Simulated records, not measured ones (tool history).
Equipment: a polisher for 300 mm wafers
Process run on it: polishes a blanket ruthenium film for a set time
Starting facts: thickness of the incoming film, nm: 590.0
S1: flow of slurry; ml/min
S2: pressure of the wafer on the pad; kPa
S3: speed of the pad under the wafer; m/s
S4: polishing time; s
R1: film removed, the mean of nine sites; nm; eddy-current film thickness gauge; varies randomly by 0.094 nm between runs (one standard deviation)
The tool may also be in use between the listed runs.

run 1 hour=0 | S1=280 S2=9 S3=1.16 S4=40 | R1=27.746
run 2 hour=3 | S1=350 S2=9 S3=1.16 S4=40 | R1=29.126
run 3 hour=11.9 | S1=300 S2=9 S3=1.16 S4=40 | R1=28.605
run 4 hour=17.6 | S1=265 S2=7.6 S3=0.94 S4=39 | R1=19.18
run 5 hour=21.3 | S1=215 S2=7.6 S3=0.94 S4=39 | R1=18.614
run 6 hour=25.8 | S1=170 S2=7.6 S3=0.94 S4=39 | R1=18.287
run 7 hour=29.2 | S1=170 S2=6.2 S3=0.8 S4=39 | R1=12.954

Predict the results of run 8:
run 8 hour=30.8 | S1=170 S2=5.5 S3=0.76 S4=39 | R1=?

Run 8 yielded R1 11.04 nm.
